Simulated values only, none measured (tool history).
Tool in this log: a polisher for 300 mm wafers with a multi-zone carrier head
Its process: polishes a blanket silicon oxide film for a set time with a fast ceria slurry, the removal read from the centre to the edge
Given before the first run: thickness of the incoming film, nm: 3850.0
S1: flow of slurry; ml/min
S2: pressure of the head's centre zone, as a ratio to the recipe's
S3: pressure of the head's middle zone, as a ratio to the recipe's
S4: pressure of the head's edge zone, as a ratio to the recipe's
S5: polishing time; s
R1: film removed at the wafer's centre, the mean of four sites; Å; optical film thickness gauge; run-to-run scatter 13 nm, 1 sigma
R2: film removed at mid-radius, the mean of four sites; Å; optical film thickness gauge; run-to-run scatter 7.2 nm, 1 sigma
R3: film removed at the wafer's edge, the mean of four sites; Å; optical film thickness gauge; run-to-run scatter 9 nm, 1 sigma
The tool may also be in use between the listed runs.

| run | hour | S1 | S2 | S3 | S4 | S5 | R1 | R2 | R3 |
|---|---|---|---|---|---|---|---|---|---|
| 1 | 0 | 145 | 1 | 1 | 1 | 83 | 13931 | 15280 | 15533 |
| 2 | 0.6 | 160 | 1 | 1 | 1 | 83 | 14252 | 15861 | 15508 |
| 3 | 2.9 | 130 | 1 | 1 | 1 | 83 | 13747 | 15262 | 15335 |
| 4 | 10.1 | 135 | 1.01 | 1 | 0.98 | 76 | 13038 | 13944 | 13813 |
| 5 | 10.6 | 140 | 1.01 | 1 | 0.96 | 71 | 12300 | 13168 | 13033 |
| 6 | 19 | 140 | 1.01 | 1 | 0.96 | 61 | 10380 | 11247 | 11021 |
| 7 | 20.3 | 145 | 1.02 | 1 | 0.94 | 58 | 10140 | 10621 | 10521 |
| 8 | 20.8 | 145 | 1.03 | 1.01 | 0.92 | 56 | 10046 | 10454 | 10177 |
| 9 | 21.8 | 145 | 1.04 | 1.02 | 0.9 | 54 | 9573.4 | 10134 | 9626.4 |
| 10 | 30.4 | 145 | 1.04 | 1.02 | 0.9 | 54 | 9536 | 10229 | 9733.8 |
| 11 | 32.4 | 145 | 1.06 | 1.03 | 0.89 | 53 | 9652.3 | 9988.4 | 9256.7 |
| 12 | 34 | 140 | 1.06 | 1.03 | 0.88 | 53 | 9657.4 | 9884.3 | 9302.5 |
| 13 | 35.3 | 135 | 1.06 | 1.04 | 0.87 | 52 | 9480.6 | 9878.6 | 9227.1 |
| 14 | 42.4 | 135 | 1.07 | 1.04 | 0.86 | 51 | 9253.5 | 9556.8 | 8975.4 |
| 15 | 47.5 | 135 | 1.08 | 1.05 | 0.85 | 51 | 9462.3 | 9697.8 | 8664.5 |
| 16 | 54.6 | 130 | 1.08 | 1.05 | 0.84 | 51 | 9458.2 | 9594.6 | 8668.9 |
| 17 | 56.1 | 130 | 1.08 | 1.05 | 0.84 | 51 | 9029.8 | 9587.4 | 8641.3 |

Run 18 comes next. What will it give?
| 18 | 59.7 | 130 | 1.09 | 1.05 | 0.84 | 51 | ? | ? | ? |

Run 18 gave R1 9294.8 Å, R2 9639.4 Å, R3 8594.7 Å.
